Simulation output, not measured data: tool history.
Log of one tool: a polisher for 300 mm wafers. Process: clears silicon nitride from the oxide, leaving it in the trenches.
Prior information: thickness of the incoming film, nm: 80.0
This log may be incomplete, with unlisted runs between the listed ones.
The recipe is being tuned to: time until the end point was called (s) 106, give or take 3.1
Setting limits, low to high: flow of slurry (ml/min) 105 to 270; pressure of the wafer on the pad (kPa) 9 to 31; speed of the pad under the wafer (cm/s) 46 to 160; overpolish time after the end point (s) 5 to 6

| run | hour | flow of slurry (ml/min) | pressure of the wafer on the pad (kPa) | speed of the pad under the wafer (cm/s) | overpolish time after the end point (s) | time until the end point was called (s) |
|---|---|---|---|---|---|---|
| 1 | 0 | 175 | 20 | 102 | 6 | 89.178 |
| 2 | 3.3 | 170 | 19.3 | 102 | 6 | 93.2 |
| 3 | 4.3 | 170 | 19.3 | 102 | 5 | 93.133 |
| 4 | 7.9 | 170 | 19.3 | 102 | 6 | 92.308 |
| 5 | 9.5 | 170 | 19.3 | 102 | 5 | 92.002 |
| 6 | 12.6 | 145 | 19.3 | 102 | 5 | 93.968 |
| 7 | 13.7 | 145 | 18.6 | 102 | 5 | 98.872 |
| 8 | 18.2 | 140 | 18.6 | 102 | 5 | 99.58 |
| 9 | 22.1 | 135 | 18.6 | 102 | 5 | 98.582 |

Exactly one of the 4 candidate moves below puts every result within its allowed miss. Which one?
| A | 26 | 125 | 19.3 | 102 | 5 | ? |
| B | 26 | 150 | 17.9 | 104 | 5 | ? |
| C | 26 | 175 | 17.2 | 98 | 5 | ? |
| D | 26 | 105 | 19.3 | 106 | 5 | ? |

| move | time until the end point was called (s) |
|---|---|
| A | 98.007 |
| B | 99.505 |
| C | 105.87 |
| D | 99.305 |
A: further off than the last run
B: nearer than the last run, and not there yet
C: all results in spec
D: nearer than the last run, and not there yet
Answer: C
